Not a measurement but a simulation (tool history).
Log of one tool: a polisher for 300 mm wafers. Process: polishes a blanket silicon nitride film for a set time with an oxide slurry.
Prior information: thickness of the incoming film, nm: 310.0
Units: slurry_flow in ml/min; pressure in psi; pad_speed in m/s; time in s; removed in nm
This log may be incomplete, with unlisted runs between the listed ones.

run  hour  slurry_flow  pressure  pad_speed  slurry_solids  time  removed
  1     0          150       3.1          1              1   109   59.898
  2   3.6          120       3.1          1              1   109   57.232
  3   8.8          120       3.5          1              1   109   62.621
  4    17          135       3.5          1              1   109   64.884
  5  23.6          135       3.5       1.16              1   109   71.672
  6  28.9          130       3.2       1.16              1   109   66.598
  7  31.8          125       2.9       1.16              1   109   60.512

Expected results for the next run?
  8  38.1          120       2.7       1.16              1   109        ?

Run 8 produced removed 56.67 nm.
